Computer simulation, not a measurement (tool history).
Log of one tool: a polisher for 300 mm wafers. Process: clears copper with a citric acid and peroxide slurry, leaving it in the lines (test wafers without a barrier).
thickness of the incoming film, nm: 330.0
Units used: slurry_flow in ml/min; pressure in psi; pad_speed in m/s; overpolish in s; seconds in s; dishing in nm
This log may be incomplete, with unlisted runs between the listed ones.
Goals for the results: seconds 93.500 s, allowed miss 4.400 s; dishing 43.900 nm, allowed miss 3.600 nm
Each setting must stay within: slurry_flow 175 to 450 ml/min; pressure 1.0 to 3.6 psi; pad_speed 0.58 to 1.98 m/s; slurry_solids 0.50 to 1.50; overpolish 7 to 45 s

run,day,slurry_flow,pressure,pad_speed,slurry_solids,overpolish,seconds,dishing
1,0.000,290,2.3,1.28,1.00,23,187.120,30.115
2,0.146,290,2.3,1.28,0.85,23,198.570,28.849
3,0.512,290,2.3,1.28,0.70,23,211.320,26.860
4,0.771,290,2.3,1.28,0.60,23,222.540,26.691
5,1.117,290,2.3,1.28,0.80,23,198.890,28.142
6,1.321,290,2.3,1.28,0.90,23,193.210,29.248
7,1.512,290,2.5,1.32,0.90,22,175.820,30.607
# day 1.671: worn pad replaced by a new one
8,1.671,290,2.7,1.38,0.90,21,144.490,36.156
9,2.008,290,2.8,1.38,0.90,20,141.440,34.245
10,2.308,290,2.9,1.38,0.90,19,137.110,33.864
11,2.604,290,3.0,1.40,0.90,19,134.670,36.145
12,2.896,290,3.0,1.40,0.90,19,133.150,34.472
13,2.979,290,3.1,1.42,0.90,19,126.020,37.257
14,3.050,290,3.2,1.44,0.90,18,120.000,36.184
15,3.104,290,3.3,1.46,0.90,18,114.890,39.213
16,3.446,290,3.4,1.48,0.90,18,110.480,38.815
17,3.608,290,3.4,1.50,0.90,18,107.340,40.855
18,3.967,290,3.6,1.58,0.90,16,98.377,39.930
19,4.288,290,3.6,1.60,0.90,16,97.664,38.529

Of the 5 settings listed for the next run, only one would bring every result within its allowed miss of target. Which one?
A,4.608,275,3.6,1.78,0.75,12,?,?
B,4.608,285,3.6,1.82,0.70,17,?,?
C,4.608,285,3.5,1.62,0.80,13,?,?
D,4.608,280,2.9,1.60,1.15,14,?,?
E,4.608,250,3.6,1.76,0.85,12,?,?

move,seconds,dishing
A,93.207,31.755
B,92.768,43.583
C,102.410,31.323
D,110.130,31.174
E,91.826,32.191
A: lands further from the targets than the last run did
B: every result within its allowed miss
C: lands further from the targets than the last run did
D: lands further from the targets than the last run did
E: lands further from the targets than the last run did
B is the move that brings every result within its allowed miss.

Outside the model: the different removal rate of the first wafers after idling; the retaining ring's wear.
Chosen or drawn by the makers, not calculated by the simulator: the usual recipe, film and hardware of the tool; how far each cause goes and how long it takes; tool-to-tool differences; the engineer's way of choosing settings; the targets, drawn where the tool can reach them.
